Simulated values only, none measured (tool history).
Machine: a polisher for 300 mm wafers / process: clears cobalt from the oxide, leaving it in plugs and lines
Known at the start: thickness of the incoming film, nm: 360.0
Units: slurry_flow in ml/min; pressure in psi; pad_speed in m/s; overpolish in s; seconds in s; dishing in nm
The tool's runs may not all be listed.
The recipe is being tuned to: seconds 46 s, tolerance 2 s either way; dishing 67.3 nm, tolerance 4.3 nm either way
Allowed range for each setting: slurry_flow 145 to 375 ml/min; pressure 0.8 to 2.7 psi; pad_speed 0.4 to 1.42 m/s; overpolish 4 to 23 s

Run 1, hour 0: slurry_flow 240 ml/min, pressure 1.7 psi, pad_speed 0.9 m/s, overpolish 12 s. Result: seconds 84.355 s, dishing 39.455 nm.
Run 2, hour 6.3: slurry_flow 270 ml/min, pressure 1.7 psi, pad_speed 0.9 m/s, overpolish 12 s. Result: seconds 82.866 s, dishing 39.673 nm.
Run 3, hour 11: slurry_flow 270 ml/min, pressure 1.7 psi, pad_speed 0.7 m/s, overpolish 12 s. Result: seconds 106.21 s, dishing 32.4 nm.
Run 4, hour 19.3: slurry_flow 270 ml/min, pressure 1.7 psi, pad_speed 0.7 m/s, overpolish 7 s. Result: seconds 106.71 s, dishing 20.506 nm.
Run 5, hour 26.4: slurry_flow 270 ml/min, pressure 1.7 psi, pad_speed 0.8 m/s, overpolish 7 s. Result: seconds 94.536 s, dishing 24.031 nm.
Run 6, hour 27.3: slurry_flow 225 ml/min, pressure 1.7 psi, pad_speed 0.8 m/s, overpolish 7 s. Result: seconds 96.806 s, dishing 22.416 nm.
Run 7, hour 30.3: slurry_flow 230 ml/min, pressure 2 psi, pad_speed 0.86 m/s, overpolish 9 s. Result: seconds 75.369 s, dishing 34.151 nm.
Run 8, hour 34.9: slurry_flow 230 ml/min, pressure 2.2 psi, pad_speed 0.88 m/s, overpolish 10 s. Result: seconds 67.852 s, dishing 41.113 nm.
Run 9, hour 38.4: slurry_flow 230 ml/min, pressure 2.4 psi, pad_speed 0.92 m/s, overpolish 10 s. Result: seconds 60.735 s, dishing 45.28 nm.

Exactly one of the 4 candidate moves below puts every result within its allowed miss. Which one?
Run A, hour 41.9: slurry_flow 235 ml/min, pressure 2.2 psi, pad_speed 0.66 m/s, overpolish 10 s. Result: seconds ?, dishing ?.
Run B, hour 41.9: slurry_flow 305 ml/min, pressure 2.4 psi, pad_speed 1.04 m/s, overpolish 13 s. Result: seconds ?, dishing ?.
Run C, hour 41.9: slurry_flow 230 ml/min, pressure 2.6 psi, pad_speed 1.18 m/s, overpolish 11 s. Result: seconds ?, dishing ?.
Run D, hour 41.9: slurry_flow 285 ml/min, pressure 2.5 psi, pad_speed 1.14 m/s, overpolish 15 s. Result: seconds ?, dishing ?.

move  seconds  dishing
   A   88.484    32.75
   B   51.244   58.242
   C   42.872   58.586
   D   45.257   67.542
A: moves away from the targets compared with the last run
B: moves toward the targets from the last run without getting all of them in spec
C: takes the result that was furthest off past its target
D: in spec on every target
The move that meets every target is D.

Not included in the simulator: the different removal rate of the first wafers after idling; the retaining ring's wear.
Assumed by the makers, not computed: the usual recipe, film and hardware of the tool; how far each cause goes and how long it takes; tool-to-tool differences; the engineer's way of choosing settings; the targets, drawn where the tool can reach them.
